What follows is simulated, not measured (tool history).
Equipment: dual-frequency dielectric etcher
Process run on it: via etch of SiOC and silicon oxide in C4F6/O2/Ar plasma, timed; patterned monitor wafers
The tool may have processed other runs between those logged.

run,hour,source power (W),bias power (W),etch time (s),mean etch depth across the wafer (angstrom)
1,0.0,350,131,97,917.28
2,6.8,350,131,101,961.66
3,7.9,350,131,101,970.02
4,14.7,360,132,101,984.38
5,16.0,360,132,97,945.56
6,17.9,360,132,101,983.48

What does the tool deliver on the next run?
7,23.9,430,137,101,?

{"run 7": {"mean etch depth across the wafer (angstrom)": 1083.5}}
